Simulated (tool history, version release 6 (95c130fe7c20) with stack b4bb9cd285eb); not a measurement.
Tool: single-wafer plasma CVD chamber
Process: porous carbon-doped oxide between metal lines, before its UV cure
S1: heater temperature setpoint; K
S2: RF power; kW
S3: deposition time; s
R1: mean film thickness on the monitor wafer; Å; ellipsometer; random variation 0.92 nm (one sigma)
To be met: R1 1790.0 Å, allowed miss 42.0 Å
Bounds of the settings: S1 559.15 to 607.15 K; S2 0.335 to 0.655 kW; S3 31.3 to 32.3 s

run  hour      S1     S2    S3      R1
  1   0.0  583.15  0.495  31.3  1506.4
  2   8.5  581.15  0.505  31.3  1548.8
  3  12.0  581.15  0.475  31.3  1513.9
  4  17.7  579.15  0.480  31.3  1538.4
  5  18.9  577.15  0.485  31.3  1552.1
  6  21.9  575.15  0.495  31.4  1601.4
  7  29.2  573.15  0.500  31.4  1624.4
  8  30.7  573.15  0.500  31.4  1623.8
  9  38.7  572.15  0.505  31.4  1637.4
 10  40.0  571.15  0.510  31.4  1635.0
 11  41.9  570.15  0.515  31.5  1682.2
 12  46.3  569.15  0.515  31.5  1667.7

4 next moves are on the table. One of them brings every result within its allowed miss. Which?
  A  50.7  568.15  0.490  32.3   ?
  B  50.7  572.15  0.520  31.6   ?
  C  50.7  560.15  0.540  31.5   ?
  D  50.7  569.15  0.415  31.3   ?

move      R1
   A  1689.5
   B  1660.7
   C  1798.6
   D  1515.9
A: nearer than the last run, and not there yet
B: further off than the last run
C: meets every target
D: further off than the last run
Answer: C

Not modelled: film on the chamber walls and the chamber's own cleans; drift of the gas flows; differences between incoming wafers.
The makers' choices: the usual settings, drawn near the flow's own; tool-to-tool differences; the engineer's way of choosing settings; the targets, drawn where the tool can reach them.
